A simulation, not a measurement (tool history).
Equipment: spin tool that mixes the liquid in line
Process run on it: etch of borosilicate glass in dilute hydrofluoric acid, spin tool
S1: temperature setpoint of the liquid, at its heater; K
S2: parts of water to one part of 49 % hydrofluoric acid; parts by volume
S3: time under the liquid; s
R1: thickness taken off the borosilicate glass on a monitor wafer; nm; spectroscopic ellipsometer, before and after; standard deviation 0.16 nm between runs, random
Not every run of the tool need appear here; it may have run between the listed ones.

run 1 hour=0.0 | S1=299.15 S2=205 S3=280 | R1=24.883
run 2 hour=5.5 | S1=299.15 S2=155 S3=280 | R1=33.908
run 3 hour=10.7 | S1=299.15 S2=115 S3=280 | R1=48.612
run 4 hour=17.5 | S1=299.15 S2=80 S3=280 | R1=73.090
run 5 hour=24.8 | S1=299.15 S2=105 S3=280 | R1=53.695
run 6 hour=26.2 | S1=297.15 S2=105 S3=280 | R1=49.880

What will run 7 give?
run 7 hour=27.8 | S1=295.65 S2=130 S3=280 | R1=?

{"run 7": {"R1": 36.98}}
